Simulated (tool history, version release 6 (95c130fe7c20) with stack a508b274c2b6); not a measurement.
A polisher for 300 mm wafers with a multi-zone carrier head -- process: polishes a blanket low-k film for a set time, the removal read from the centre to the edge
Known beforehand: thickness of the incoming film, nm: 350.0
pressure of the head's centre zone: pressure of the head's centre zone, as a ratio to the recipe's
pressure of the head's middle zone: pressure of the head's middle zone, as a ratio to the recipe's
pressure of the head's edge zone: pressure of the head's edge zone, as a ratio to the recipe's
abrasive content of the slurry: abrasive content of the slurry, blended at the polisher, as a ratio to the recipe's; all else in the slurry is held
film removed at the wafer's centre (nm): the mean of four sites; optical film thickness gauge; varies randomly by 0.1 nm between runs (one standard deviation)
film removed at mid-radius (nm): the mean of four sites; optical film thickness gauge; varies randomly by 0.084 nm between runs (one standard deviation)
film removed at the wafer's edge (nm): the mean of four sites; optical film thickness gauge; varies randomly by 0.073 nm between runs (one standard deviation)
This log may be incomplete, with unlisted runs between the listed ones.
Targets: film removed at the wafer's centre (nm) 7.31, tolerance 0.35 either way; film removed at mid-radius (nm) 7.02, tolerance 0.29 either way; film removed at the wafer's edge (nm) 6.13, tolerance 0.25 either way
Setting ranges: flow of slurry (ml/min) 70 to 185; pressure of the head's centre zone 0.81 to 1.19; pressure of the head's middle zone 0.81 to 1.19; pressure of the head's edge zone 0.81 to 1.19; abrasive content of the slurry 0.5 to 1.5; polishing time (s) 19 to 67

run,hour,flow of slurry (ml/min),pressure of the head's centre zone,pressure of the head's middle zone,pressure of the head's edge zone,abrasive content of the slurry,polishing time (s),film removed at the wafer's centre (nm),film removed at mid-radius (nm),film removed at the wafer's edge (nm)
1,0,120,1,1,1,1,43,10.47,10.149,9.8963
2,7.8,120,1,1,1,1,47,11.212,10.811,10.844
3,16.1,120,1,1,1.06,1,47,10.917,10.842,10.914
4,19.4,120,1,1,0.99,1,47,11.077,10.878,10.726
5,23.8,120,1.01,1.01,0.98,0.95,45,10.532,10.476,9.969
6,24.8,130,1.01,1.01,0.98,0.95,45,10.814,10.406,10.174
7,27.5,125,1.02,1.01,0.97,0.9,44,9.9726,10.088,9.6171
8,31.8,130,1.04,1,0.95,0.85,42,9.8157,9.0968,8.9983
9,36.8,125,1.05,1.01,0.93,0.8,41,9.3174,8.7277,8.5204
10,37.3,125,1.06,1.02,0.91,0.75,40,8.6512,8.4351,7.7357
11,45.8,120,1.07,1.02,0.9,0.75,40,8.7337,8.4227,7.9057
12,52.8,125,1.08,1.03,0.89,0.7,39,8.6005,7.9869,7.3022
13,60,120,1.08,1.03,0.88,0.65,39,7.8937,7.5445,7.0467
14,66.7,120,1.08,1.03,0.88,0.65,39,8.0849,7.7552,6.9884
15,70.9,115,1.09,1.03,0.87,0.65,39,8.0118,7.636,6.8018

Which single option among these 5 for the next run brings every result within its allowed miss of target? Just one does.
A,75.1,150,1.08,0.98,0.95,0.6,45,?,?,?
B,75.1,130,0.98,0.86,0.96,0.6,41,?,?,?
C,75.1,115,1.15,1.09,0.88,0.7,33,?,?,?
D,75.1,140,0.96,0.87,1.01,0.55,45,?,?,?
E,75.1,145,1.08,0.88,0.94,0.55,45,?,?,?

move,film removed at the wafer's centre (nm),film removed at mid-radius (nm),film removed at the wafer's edge (nm)
A,9.4196,8.5858,8.1938
B,7.7065,6.8127,7.3566
C,7.3587,7.0442,6.0255
D,8.0866,7.3124,7.9757
E,8.906,7.4321,7.7455
A: its largest miss is bigger than the last run's
B: its largest miss is bigger than the last run's
C: meets every target
D: its largest miss is bigger than the last run's
E: its largest miss is bigger than the last run's
The move that meets every target is C.

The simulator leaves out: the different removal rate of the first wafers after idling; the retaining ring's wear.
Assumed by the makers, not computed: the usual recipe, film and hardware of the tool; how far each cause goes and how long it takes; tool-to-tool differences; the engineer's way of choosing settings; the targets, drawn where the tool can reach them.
